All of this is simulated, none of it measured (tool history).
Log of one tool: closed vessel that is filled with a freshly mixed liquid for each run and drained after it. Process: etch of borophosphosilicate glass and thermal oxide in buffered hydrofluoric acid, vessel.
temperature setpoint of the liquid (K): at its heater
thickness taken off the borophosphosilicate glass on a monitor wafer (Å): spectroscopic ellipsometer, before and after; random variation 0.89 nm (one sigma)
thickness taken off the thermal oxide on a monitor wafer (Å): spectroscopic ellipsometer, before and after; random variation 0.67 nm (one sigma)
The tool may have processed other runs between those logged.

run  hour  temperature setpoint of the liquid (K)  parts of 40 % ammonium fluoride to one part of 49 % hydrofluoric acid (parts by volume)  time in the liquid (s)  thickness taken off the borophosphosilicate glass on a monitor wafer (Å)  thickness taken off the thermal oxide on a monitor wafer (Å)
  1     0                                  297.15                                                                                      7.5                      60                                                                    2639.1                                                        941.32
  2   1.6                                  297.15                                                                                      7.5                      80                                                                    3515.6                                                          1258
  3   3.4                                  295.15                                                                                        8                      80                                                                    2919.8                                                        1043.7
  4  10.3                                  297.65                                                                                        8                      80                                                                    3319.2                                                        1190.2
  5  14.8                                  295.15                                                                                      8.5                      80                                                                    2727.1                                                         979.5
  6  18.6                                  295.15                                                                                        7                      80                                                                    3405.5                                                        1190.9
  7  20.9                                  293.65                                                                                      7.5                      80                                                                    2889.8                                                        1008.4

Run 8, settings as shown, results not yet in. Your forecast:
  8  28.7                                  292.65                                                                                        8                      80                                                                         ?                                                             ?

Logged for run 8: thickness taken off the borophosphosilicate glass on a monitor wafer (Å) 2549.4, thickness taken off the thermal oxide on a monitor wafer (Å) 906.98.
